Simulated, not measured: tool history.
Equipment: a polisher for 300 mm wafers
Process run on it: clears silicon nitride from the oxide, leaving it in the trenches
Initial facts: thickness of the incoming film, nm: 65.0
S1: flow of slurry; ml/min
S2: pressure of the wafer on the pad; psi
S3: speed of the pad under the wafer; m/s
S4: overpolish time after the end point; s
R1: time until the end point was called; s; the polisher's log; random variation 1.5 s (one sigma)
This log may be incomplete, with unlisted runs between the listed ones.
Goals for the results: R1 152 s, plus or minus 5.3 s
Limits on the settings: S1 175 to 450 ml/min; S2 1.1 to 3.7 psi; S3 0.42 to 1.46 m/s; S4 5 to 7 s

| run | hour | S1 | S2 | S3 | S4 | R1 |
|---|---|---|---|---|---|---|
| 1 | 0 | 290 | 2.4 | 0.94 | 7 | 104.37 |
| 2 | 1.3 | 290 | 2.4 | 1.08 | 7 | 95.877 |
| 3 | 3.2 | 330 | 2.4 | 1.08 | 7 | 92.492 |
| 4 | 9.4 | 325 | 2.2 | 1.08 | 7 | 103.36 |
| 5 | 10.7 | 325 | 2.2 | 1.08 | 7 | 104.63 |
| 6 | 12.5 | 380 | 2.2 | 1.08 | 7 | 100.28 |
| 7 | 16.1 | 375 | 2.1 | 1.08 | 7 | 105.72 |
| 8 | 19.9 | 370 | 2 | 1.08 | 7 | 111.57 |
| 9 | 20.5 | 370 | 1.9 | 1.08 | 7 | 117.87 |
| 10 | 23.3 | 365 | 1.8 | 1.08 | 7 | 125.8 |
| 11 | 31.6 | 365 | 1.8 | 1.08 | 7 | 124.65 |
| 12 | 32.9 | 360 | 1.7 | 1.08 | 7 | 128.52 |
| 13 | 39.4 | 360 | 1.6 | 1.08 | 7 | 136.7 |
| 14 | 42.7 | 360 | 1.3 | 1.08 | 7 | 166.41 |

Which single option among these 4 for the next run brings every result within its allowed miss of target? Just one does.
| A | 46 | 410 | 1.8 | 0.68 | 7 | ? |
| B | 46 | 410 | 1.1 | 1.22 | 7 | ? |
| C | 46 | 335 | 1.1 | 1.16 | 7 | ? |
| D | 46 | 320 | 1.2 | 1.42 | 5 | ? |

| move | R1 |
|---|---|
| A | 161.29 |
| B | 178.47 |
| C | 187.68 |
| D | 150.63 |
A: closer than the last run, but not yet in spec
B: lands further from the targets than the last run did
C: lands further from the targets than the last run did
D: all results in spec
Go with D: it meets all targets.

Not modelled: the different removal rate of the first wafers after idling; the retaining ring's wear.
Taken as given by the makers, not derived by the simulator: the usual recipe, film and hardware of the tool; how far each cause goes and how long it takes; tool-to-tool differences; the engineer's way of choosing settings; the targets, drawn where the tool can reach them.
